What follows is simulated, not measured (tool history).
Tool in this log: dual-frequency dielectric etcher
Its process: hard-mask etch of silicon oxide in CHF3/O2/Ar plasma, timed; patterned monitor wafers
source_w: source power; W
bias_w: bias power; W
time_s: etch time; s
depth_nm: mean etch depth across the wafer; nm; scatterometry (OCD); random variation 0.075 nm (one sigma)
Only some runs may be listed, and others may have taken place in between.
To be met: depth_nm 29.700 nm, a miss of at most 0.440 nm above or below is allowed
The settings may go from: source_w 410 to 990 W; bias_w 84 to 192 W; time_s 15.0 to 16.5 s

run,hour,source_w,bias_w,time_s,depth_nm
1,0.0,700,138,16.5,33.762
2,6.3,780,138,16.5,35.854
3,10.0,840,138,16.5,37.311
4,11.1,840,138,15.0,34.036
5,13.9,800,137,15.0,32.947
6,21.9,800,137,16.5,35.966
7,25.9,750,136,16.5,34.935
8,28.4,610,128,16.5,30.116

4 candidate next runs follow, results not yet known. Just one meets every target within its allowed miss. Identify it.
A,30.9,620,129,16.5,?
B,30.9,670,118,16.5,?
C,30.9,670,122,16.5,?
D,30.9,560,147,16.0,?

move,depth_nm
A,30.487
B,30.648
C,31.110
D,29.481
A: misses by more than the last run did
B: misses by more than the last run did
C: misses by more than the last run did
D: every result within its allowed miss
Go with D: it meets all targets.

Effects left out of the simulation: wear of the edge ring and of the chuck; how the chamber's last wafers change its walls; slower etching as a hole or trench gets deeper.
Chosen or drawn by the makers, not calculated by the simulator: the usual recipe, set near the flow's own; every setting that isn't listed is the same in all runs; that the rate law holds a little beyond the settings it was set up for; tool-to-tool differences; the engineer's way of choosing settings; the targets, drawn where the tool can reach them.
